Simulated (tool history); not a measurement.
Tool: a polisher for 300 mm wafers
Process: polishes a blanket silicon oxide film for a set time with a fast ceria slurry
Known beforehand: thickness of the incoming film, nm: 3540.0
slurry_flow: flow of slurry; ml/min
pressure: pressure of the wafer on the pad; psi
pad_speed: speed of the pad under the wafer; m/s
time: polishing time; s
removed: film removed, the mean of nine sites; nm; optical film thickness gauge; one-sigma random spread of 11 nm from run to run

{"run": 1, "day": 0.0, "slurry_flow": 150, "pressure": 3.3, "pad_speed": 1.24, "time": 75, "removed": 1552.8}
{"run": 2, "day": 0.196, "slurry_flow": 150, "pressure": 3.3, "pad_speed": 1.54, "time": 75, "removed": 1918.2}
{"run": 3, "day": 0.479, "slurry_flow": 145, "pressure": 3.0, "pad_speed": 1.54, "time": 75, "removed": 1787.7}
{"run": 4, "day": 0.812, "slurry_flow": 145, "pressure": 2.7, "pad_speed": 1.52, "time": 75, "removed": 1630.8}
{"run": 5, "day": 0.858, "slurry_flow": 145, "pressure": 2.5, "pad_speed": 1.5, "time": 75, "removed": 1484.8}
{"run": 6, "day": 1.054, "slurry_flow": 145, "pressure": 2.9, "pad_speed": 1.5, "time": 75, "removed": 1675.6}
{"run": 7, "day": 1.371, "slurry_flow": 145, "pressure": 2.6, "pad_speed": 1.5, "time": 75, "removed": 1529.1}
{"run": 8, "day": 1.533, "slurry_flow": 145, "pressure": 2.6, "pad_speed": 1.5, "time": 75, "removed": 1544.5}

Run 9, settings as shown, results not yet in. Your forecast:
{"run": 9, "day": 1.812, "slurry_flow": 130, "pressure": 1.6, "pad_speed": 1.48, "time": 75, "removed": "?"}

removed: 1033.4 nm
